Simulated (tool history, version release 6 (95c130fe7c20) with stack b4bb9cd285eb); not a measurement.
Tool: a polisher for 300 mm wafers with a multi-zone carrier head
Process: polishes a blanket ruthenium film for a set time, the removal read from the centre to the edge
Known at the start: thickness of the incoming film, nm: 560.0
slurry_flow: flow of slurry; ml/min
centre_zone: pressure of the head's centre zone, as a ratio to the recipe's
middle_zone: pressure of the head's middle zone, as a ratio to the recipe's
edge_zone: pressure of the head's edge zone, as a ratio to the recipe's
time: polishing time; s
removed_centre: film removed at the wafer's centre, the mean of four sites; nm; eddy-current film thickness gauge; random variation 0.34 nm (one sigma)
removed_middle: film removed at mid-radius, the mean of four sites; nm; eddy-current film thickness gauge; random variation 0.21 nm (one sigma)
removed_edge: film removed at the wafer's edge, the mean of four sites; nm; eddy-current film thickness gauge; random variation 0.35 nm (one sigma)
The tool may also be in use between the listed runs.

{"run": 1, "hour": 0.0, "slurry_flow": 180, "centre_zone": 1, "middle_zone": 1, "edge_zone": 1, "time": 77, "removed_centre": 57.786, "removed_middle": 56.491, "removed_edge": 56.414}
{"run": 2, "hour": 7.4, "slurry_flow": 180, "centre_zone": 1, "middle_zone": 1, "edge_zone": 1, "time": 92, "removed_centre": 68.082, "removed_middle": 67.619, "removed_edge": 68.712}
{"run": 3, "hour": 12.2, "slurry_flow": 170, "centre_zone": 1.01, "middle_zone": 0.96, "edge_zone": 1.01, "time": 83, "removed_centre": 60.931, "removed_middle": 59.154, "removed_edge": 59.747}
{"run": 4, "hour": 14.2, "slurry_flow": 180, "centre_zone": 1.02, "middle_zone": 0.93, "edge_zone": 1.04, "time": 74, "removed_centre": 56.45, "removed_middle": 52.088, "removed_edge": 56.247}
{"run": 5, "hour": 19.6, "slurry_flow": 180, "centre_zone": 1.08, "middle_zone": 0.93, "edge_zone": 1.04, "time": 74, "removed_centre": 59.708, "removed_middle": 51.884, "removed_edge": 55.568}
{"run": 6, "hour": 28.3, "slurry_flow": 180, "centre_zone": 1.08, "middle_zone": 0.93, "edge_zone": 1.04, "time": 63, "removed_centre": 49.871, "removed_middle": 43.049, "removed_edge": 47.513}
{"run": 7, "hour": 34.8, "slurry_flow": 180, "centre_zone": 1.08, "middle_zone": 0.93, "edge_zone": 1.04, "time": 63, "removed_centre": 49.654, "removed_middle": 43.079, "removed_edge": 47.45}
{"run": 8, "hour": 42.4, "slurry_flow": 170, "centre_zone": 1.09, "middle_zone": 0.91, "edge_zone": 1.04, "time": 60, "removed_centre": 48.401, "removed_middle": 40.7, "removed_edge": 44.411}
{"run": 9, "hour": 46.6, "slurry_flow": 175, "centre_zone": 1.09, "middle_zone": 0.89, "edge_zone": 1.05, "time": 57, "removed_centre": 45.673, "removed_middle": 38.289, "removed_edge": 42.947}
{"run": 10, "hour": 54.1, "slurry_flow": 170, "centre_zone": 1.1, "middle_zone": 0.88, "edge_zone": 1.06, "time": 55, "removed_centre": 44.825, "removed_middle": 36.056, "removed_edge": 41.514}
{"run": 11, "hour": 59.6, "slurry_flow": 160, "centre_zone": 1.09, "middle_zone": 0.87, "edge_zone": 1.06, "time": 54, "removed_centre": 42.998, "removed_middle": 34.617, "removed_edge": 40.806}
{"run": 12, "hour": 61.3, "slurry_flow": 150, "centre_zone": 1.09, "middle_zone": 0.86, "edge_zone": 1.05, "time": 54, "removed_centre": 42.738, "removed_middle": 33.591, "removed_edge": 39.887}
{"run": 13, "hour": 64.5, "slurry_flow": 145, "centre_zone": 1.08, "middle_zone": 0.86, "edge_zone": 1.04, "time": 54, "removed_centre": 42.008, "removed_middle": 33.5, "removed_edge": 39.978}
{"run": 14, "hour": 65.4, "slurry_flow": 145, "centre_zone": 1.08, "middle_zone": 0.86, "edge_zone": 1.04, "time": 54, "removed_centre": 41.174, "removed_middle": 33.699, "removed_edge": 39.163}

The next listed run, before its measurement:
{"run": 15, "hour": 66.6, "slurry_flow": 140, "centre_zone": 1.08, "middle_zone": 0.85, "edge_zone": 1.04, "time": 54, "removed_centre": "?", "removed_middle": "?", "removed_edge": "?"}

{"run 15": {"removed_centre": 41.762, "removed_middle": 32.993, "removed_edge": 39.317}}
